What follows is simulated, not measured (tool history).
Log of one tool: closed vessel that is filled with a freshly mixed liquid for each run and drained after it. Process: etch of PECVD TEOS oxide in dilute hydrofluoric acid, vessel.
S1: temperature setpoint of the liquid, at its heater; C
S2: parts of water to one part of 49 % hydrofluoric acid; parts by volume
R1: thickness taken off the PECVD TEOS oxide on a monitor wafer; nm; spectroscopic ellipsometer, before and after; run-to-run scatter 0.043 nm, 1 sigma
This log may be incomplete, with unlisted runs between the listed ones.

{"run": 1, "hour": 0.0, "S1": 21.0, "S2": 130, "time in the liquid (s)": 75, "R1": 5.6709}
{"run": 2, "hour": 8.4, "S1": 18.5, "S2": 130, "time in the liquid (s)": 75, "R1": 5.1002}
{"run": 3, "hour": 13.2, "S1": 18.5, "S2": 165, "time in the liquid (s)": 75, "R1": 3.8801}
{"run": 4, "hour": 18.1, "S1": 18.5, "S2": 125, "time in the liquid (s)": 75, "R1": 5.373}
{"run": 5, "hour": 23.6, "S1": 18.5, "S2": 160, "time in the liquid (s)": 75, "R1": 4.0178}
{"run": 6, "hour": 32.8, "S1": 20.5, "S2": 155, "time in the liquid (s)": 75, "R1": 4.5276}
{"run": 7, "hour": 40.5, "S1": 22.0, "S2": 150, "time in the liquid (s)": 75, "R1": 4.9941}

Run 8, settings as shown, results not yet in. Your forecast:
{"run": 8, "hour": 46.9, "S1": 23.0, "S2": 145, "time in the liquid (s)": 75, "R1": "?"}

Run 8 measured R1 5.4215 nm.

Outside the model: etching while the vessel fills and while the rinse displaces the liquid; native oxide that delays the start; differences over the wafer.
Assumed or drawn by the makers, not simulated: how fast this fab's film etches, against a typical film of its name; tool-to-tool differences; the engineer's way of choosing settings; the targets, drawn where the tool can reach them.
